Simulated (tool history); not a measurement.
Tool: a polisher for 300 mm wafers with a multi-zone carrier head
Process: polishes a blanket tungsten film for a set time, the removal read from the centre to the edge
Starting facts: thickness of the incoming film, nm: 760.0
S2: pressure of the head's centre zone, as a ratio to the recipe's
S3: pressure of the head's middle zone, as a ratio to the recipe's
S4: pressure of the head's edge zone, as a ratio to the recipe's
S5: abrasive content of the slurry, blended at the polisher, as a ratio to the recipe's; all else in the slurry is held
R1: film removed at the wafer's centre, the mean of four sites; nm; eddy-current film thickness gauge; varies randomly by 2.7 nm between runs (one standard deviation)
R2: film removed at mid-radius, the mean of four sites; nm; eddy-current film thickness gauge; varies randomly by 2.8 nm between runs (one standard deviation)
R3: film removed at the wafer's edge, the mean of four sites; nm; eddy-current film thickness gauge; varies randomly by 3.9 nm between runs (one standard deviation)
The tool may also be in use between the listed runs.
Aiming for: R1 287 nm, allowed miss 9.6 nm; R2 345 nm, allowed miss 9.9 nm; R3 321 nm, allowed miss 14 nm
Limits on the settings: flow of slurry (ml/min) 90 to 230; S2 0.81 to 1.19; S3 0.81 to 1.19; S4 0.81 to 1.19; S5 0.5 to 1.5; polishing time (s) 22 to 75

{"run": 1, "hour": 0.0, "flow of slurry (ml/min)": 150, "S2": 1, "S3": 1, "S4": 1, "S5": 1, "polishing time (s)": 48, "R1": 266.58, "R2": 278.08, "R3": 272.28}
{"run": 2, "hour": 8.7, "flow of slurry (ml/min)": 150, "S2": 1.08, "S3": 1, "S4": 1, "S5": 1, "polishing time (s)": 48, "R1": 293.14, "R2": 278.44, "R3": 270.66}
{"run": 3, "hour": 10.0, "flow of slurry (ml/min)": 155, "S2": 1.07, "S3": 1.01, "S4": 1.02, "S5": 1, "polishing time (s)": 48, "R1": 295.12, "R2": 282.86, "R3": 278.35}
{"run": 4, "hour": 13.3, "flow of slurry (ml/min)": 155, "S2": 1.07, "S3": 1.01, "S4": 0.98, "S5": 1, "polishing time (s)": 48, "R1": 297.17, "R2": 278.92, "R3": 265.34}
{"run": 5, "hour": 15.1, "flow of slurry (ml/min)": 155, "S2": 1.07, "S3": 1.01, "S4": 0.98, "S5": 1.1, "polishing time (s)": 48, "R1": 306.97, "R2": 287.49, "R3": 273.68}
{"run": 6, "hour": 23.7, "flow of slurry (ml/min)": 155, "S2": 1.07, "S3": 1.01, "S4": 0.98, "S5": 1.1, "polishing time (s)": 58, "R1": 360.05, "R2": 343.7, "R3": 330.7}
{"run": 7, "hour": 24.8, "flow of slurry (ml/min)": 150, "S2": 1.06, "S3": 1.02, "S4": 0.98, "S5": 1.1, "polishing time (s)": 58, "R1": 358.64, "R2": 344.85, "R3": 330.84}
{"run": 8, "hour": 29.2, "flow of slurry (ml/min)": 145, "S2": 1.04, "S3": 1.03, "S4": 0.98, "S5": 1.1, "polishing time (s)": 58, "R1": 343.09, "R2": 349.23, "R3": 326.76}
{"run": 9, "hour": 30.5, "flow of slurry (ml/min)": 140, "S2": 1.03, "S3": 1.03, "S4": 0.98, "S5": 1.1, "polishing time (s)": 58, "R1": 343.86, "R2": 347.84, "R3": 330.53}

4 candidate next runs follow, results not yet known. Just one meets every target within its allowed miss. Identify it.
{"run": "A", "hour": 31.8, "flow of slurry (ml/min)": 160, "S2": 1.09, "S3": 1, "S4": 0.87, "S5": 1.15, "polishing time (s)": 57, "R1": "?", "R2": "?", "R3": "?"}
{"run": "B", "hour": 31.8, "flow of slurry (ml/min)": 150, "S2": 1.01, "S3": 1.11, "S4": 0.95, "S5": 1, "polishing time (s)": 56, "R1": "?", "R2": "?", "R3": "?"}
{"run": "C", "hour": 31.8, "flow of slurry (ml/min)": 145, "S2": 1.09, "S3": 0.96, "S4": 0.98, "S5": 1.1, "polishing time (s)": 61, "R1": "?", "R2": "?", "R3": "?"}
{"run": "D", "hour": 31.8, "flow of slurry (ml/min)": 145, "S2": 0.9, "S3": 1.07, "S4": 1, "S5": 1.15, "polishing time (s)": 55, "R1": "?", "R2": "?", "R3": "?"}

move=A R1=364.84 R2=342.93 R3=314.84
move=B R1=319.21 R2=349.6 R3=310.42
move=C R1=380.22 R2=347.96 R3=349.17
move=D R1=285.45 R2=342.41 R3=320.45
A: moves away from the targets compared with the last run
B: an improvement on the last run, though not all results are within tolerance
C: moves away from the targets compared with the last run
D: each result inside its tolerance
Answer: D
